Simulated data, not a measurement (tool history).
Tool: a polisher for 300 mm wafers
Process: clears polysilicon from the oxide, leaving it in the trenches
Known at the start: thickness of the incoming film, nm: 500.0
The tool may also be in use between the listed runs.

| run | hour | flow of slurry (ml/min) | pressure of the wafer on the pad (kPa) | speed of the pad under the wafer (cm/s) | overpolish time after the end point (s) | time until the end point was called (s) | dishing of a wide line in a test structure (Å) |
|---|---|---|---|---|---|---|---|
| 1 | 0 | 310 | 13.1 | 112 | 23 | 58.861 | 406.87 |
| 2 | 5.8 | 375 | 13.1 | 112 | 23 | 57.224 | 414.68 |
| 3 | 9.9 | 375 | 10.3 | 112 | 23 | 68.092 | 411.97 |
| 4 | 15 | 375 | 10.3 | 112 | 17 | 67.588 | 382.95 |
| 5 | 23.1 | 375 | 10.3 | 112 | 23 | 67.267 | 413.85 |
| 6 | 28.7 | 375 | 10.3 | 134 | 23 | 59.319 | 396.61 |
| 7 | 37.5 | 400 | 14.5 | 132 | 31 | 47.755 | 412.19 |

Forecast run 8:
| 8 | 42.8 | 400 | 15.2 | 132 | 31 | ? | ? |

time until the end point was called (s): 45.647
dishing of a wide line in a test structure (Å): 408.42
